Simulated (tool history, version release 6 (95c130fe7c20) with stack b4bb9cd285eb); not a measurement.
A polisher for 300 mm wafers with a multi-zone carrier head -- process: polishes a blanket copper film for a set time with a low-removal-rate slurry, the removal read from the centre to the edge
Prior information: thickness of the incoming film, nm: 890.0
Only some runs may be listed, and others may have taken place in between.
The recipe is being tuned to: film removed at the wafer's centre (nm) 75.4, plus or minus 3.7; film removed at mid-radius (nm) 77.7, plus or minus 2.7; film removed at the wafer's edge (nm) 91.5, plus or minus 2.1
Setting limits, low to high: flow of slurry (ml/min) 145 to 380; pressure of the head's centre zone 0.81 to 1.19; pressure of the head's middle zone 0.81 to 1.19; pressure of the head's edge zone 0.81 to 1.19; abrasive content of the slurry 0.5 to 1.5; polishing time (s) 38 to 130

| run | hour | flow of slurry (ml/min) | pressure of the head's centre zone | pressure of the head's middle zone | pressure of the head's edge zone | abrasive content of the slurry | polishing time (s) | film removed at the wafer's centre (nm) | film removed at mid-radius (nm) | film removed at the wafer's edge (nm) |
|---|---|---|---|---|---|---|---|---|---|---|
| 1 | 0 | 245 | 1 | 1 | 1 | 1 | 84 | 177.38 | 175.87 | 179.42 |
| 2 | 1 | 270 | 1 | 1 | 1 | 1 | 84 | 180.17 | 178.5 | 181.52 |
| 3 | 6.1 | 270 | 0.93 | 1 | 1 | 1 | 84 | 171.44 | 176.83 | 181.88 |
| 4 | 6.7 | 295 | 0.93 | 1 | 1 | 1 | 84 | 172.99 | 178.31 | 179.85 |
| 5 | 9.6 | 295 | 0.93 | 0.96 | 1 | 1 | 84 | 172.31 | 177.23 | 181.46 |
| 6 | 16.1 | 295 | 0.98 | 0.96 | 1 | 1 | 84 | 177.28 | 172.88 | 181.61 |
| 7 | 19 | 255 | 0.94 | 0.92 | 1 | 0.85 | 71 | 137.03 | 137.59 | 147.91 |
| 8 | 25.3 | 240 | 0.92 | 0.89 | 1.01 | 0.75 | 62 | 117.14 | 115.62 | 125.49 |
|  | 33.7 | slurry nozzle cleaned |
| 9 | 33.7 | 220 | 0.89 | 0.87 | 1.04 | 0.7 | 57 | 101.87 | 104.56 | 116.64 |
| 10 | 36.1 | 205 | 0.88 | 0.85 | 1.05 | 0.65 | 53 | 89.262 | 92.152 | 106.86 |
| 11 | 38.3 | 190 | 0.88 | 0.84 | 1.04 | 0.6 | 52 | 87.67 | 88.281 | 102.55 |
| 12 | 44 | 180 | 0.87 | 0.83 | 1.03 | 0.55 | 51 | 82.24 | 82.913 | 96.659 |
| 13 | 48.6 | 170 | 0.86 | 0.82 | 1.02 | 0.55 | 51 | 82.909 | 81.318 | 96.162 |
| 14 | 54.6 | 170 | 0.86 | 0.82 | 1.02 | 0.55 | 51 | 79.213 | 80.452 | 94.743 |
| 15 | 61 | 170 | 0.86 | 0.82 | 1.02 | 0.55 | 51 | 81.763 | 82.202 | 95.069 |
| 16 | 68.5 | 165 | 0.85 | 0.82 | 1.03 | 0.55 | 51 | 79.092 | 80.34 | 95.62 |
| 17 | 72.9 | 160 | 0.84 | 0.82 | 1.02 | 0.55 | 51 | 77.347 | 79.892 | 94.98 |
| 18 | 80.1 | 155 | 0.84 | 0.82 | 1.01 | 0.55 | 51 | 78.407 | 78.8 | 93.895 |

Of the 5 settings listed for the next run, only one would bring every result within its allowed miss of target. Which one?
| A | 87.3 | 205 | 0.94 | 0.98 | 0.91 | 0.5 | 48 | ? | ? | ? |
| B | 87.3 | 155 | 0.94 | 0.82 | 0.95 | 0.5 | 53 | ? | ? | ? |
| C | 87.3 | 185 | 0.89 | 0.89 | 1.15 | 0.55 | 45 | ? | ? | ? |
| D | 87.3 | 205 | 0.83 | 0.96 | 1.02 | 0.55 | 48 | ? | ? | ? |
| E | 87.3 | 170 | 0.9 | 0.81 | 1.06 | 0.6 | 45 | ? | ? | ? |

| move | film removed at the wafer's centre (nm) | film removed at mid-radius (nm) | film removed at the wafer's edge (nm) |
|---|---|---|---|
| A | 85.718 | 85.997 | 85.371 |
| B | 88.989 | 80.178 | 92.575 |
| C | 75.767 | 75.606 | 90.122 |
| D | 76.86 | 86.286 | 91.644 |
| E | 76.367 | 71.177 | 86.843 |
A: the result that was furthest off in the last run now lies on the other side of its target
B: brings the result that was furthest off to its target, and leaves another outside
C: every result lands within tolerance
D: brings the result that was furthest off to its target, and leaves another outside
E: the result that was furthest off in the last run now lies on the other side of its target
C meets every target.

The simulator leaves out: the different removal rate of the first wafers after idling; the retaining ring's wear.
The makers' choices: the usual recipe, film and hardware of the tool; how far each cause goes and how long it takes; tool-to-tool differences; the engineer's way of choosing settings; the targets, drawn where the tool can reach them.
